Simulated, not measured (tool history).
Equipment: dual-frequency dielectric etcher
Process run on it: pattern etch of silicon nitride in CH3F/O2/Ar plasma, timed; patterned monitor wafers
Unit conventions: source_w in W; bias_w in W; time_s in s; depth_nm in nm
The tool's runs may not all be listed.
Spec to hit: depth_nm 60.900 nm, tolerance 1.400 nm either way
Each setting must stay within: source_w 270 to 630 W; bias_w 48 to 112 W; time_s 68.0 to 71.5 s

| run | hour | source_w | bias_w | time_s | depth_nm |
|---|---|---|---|---|---|
| 1 | 0.0 | 450 | 80 | 68.0 | 49.726 |
| 2 | 5.4 | 470 | 82 | 68.0 | 50.784 |
| 3 | 10.2 | 470 | 82 | 68.0 | 50.762 |
| 4 | 17.2 | 490 | 85 | 68.0 | 52.092 |
| 5 | 21.6 | 500 | 87 | 68.0 | 52.686 |
|  | 23.8 | wet clean of the chamber |
| 6 | 23.8 | 510 | 89 | 68.0 | 55.135 |
| 7 | 32.5 | 520 | 89 | 68.0 | 55.378 |
| 8 | 38.1 | 530 | 89 | 68.0 | 55.688 |
| 9 | 42.7 | 540 | 89 | 68.0 | 55.830 |
| 10 | 47.3 | 550 | 90 | 68.0 | 56.603 |
| 11 | 52.7 | 560 | 91 | 68.0 | 57.158 |
| 12 | 53.3 | 560 | 91 | 68.0 | 56.833 |
| 13 | 55.3 | 570 | 92 | 68.0 | 57.729 |
| 14 | 61.8 | 570 | 92 | 68.0 | 57.531 |
| 15 | 66.7 | 580 | 93 | 68.0 | 58.314 |

4 candidate next runs follow, results not yet known. Just one meets every target within its allowed miss. Identify it.
| A | 71.6 | 600 | 82 | 69.5 | ? |
| B | 71.6 | 560 | 94 | 69.0 | ? |
| C | 71.6 | 580 | 83 | 70.0 | ? |
| D | 71.6 | 630 | 90 | 70.0 | ? |

| move | depth_nm |
|---|---|
| A | 57.471 |
| B | 58.399 |
| C | 57.502 |
| D | 60.564 |
A: lands further from the targets than the last run did
B: neither nearer nor further off than the last run
C: lands further from the targets than the last run did
D: all results land within tolerance of their targets
D meets every target.
